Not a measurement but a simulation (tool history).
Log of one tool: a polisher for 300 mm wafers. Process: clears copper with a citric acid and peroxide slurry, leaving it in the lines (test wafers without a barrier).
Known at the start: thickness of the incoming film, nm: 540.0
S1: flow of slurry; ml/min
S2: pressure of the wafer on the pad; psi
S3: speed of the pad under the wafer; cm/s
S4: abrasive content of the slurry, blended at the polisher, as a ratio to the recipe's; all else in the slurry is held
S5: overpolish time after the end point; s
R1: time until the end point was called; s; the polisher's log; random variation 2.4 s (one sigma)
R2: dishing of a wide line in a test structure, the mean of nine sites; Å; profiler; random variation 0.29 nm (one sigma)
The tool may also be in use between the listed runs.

run    day   S1   S2   S3   S4  S5      R1      R2
  1  0.000  190  3.4  134  1.0  11  185.01  234.94
  2  0.033  190  3.4  122  1.0  11  199.30  217.37
  3  0.092  190  3.4   98  1.0  11  228.49  194.30
  4  0.142  190  3.5   98  1.0  10  222.14  188.29
  5  0.254  190  3.5   98  1.0   7  224.21  133.67
  6  0.396  190  3.6   98  1.0   7  217.54  131.66
  7  0.692  190  3.7   98  1.0   7  212.34  136.09
  8  0.767  190  3.8   98  1.0   7  207.15  141.68

Forecast run 9:
  9  0.796  190  3.9  98  1.0   7   ?   ?

Run 9 gave R1 205.81 s, R2 137.23 Å.

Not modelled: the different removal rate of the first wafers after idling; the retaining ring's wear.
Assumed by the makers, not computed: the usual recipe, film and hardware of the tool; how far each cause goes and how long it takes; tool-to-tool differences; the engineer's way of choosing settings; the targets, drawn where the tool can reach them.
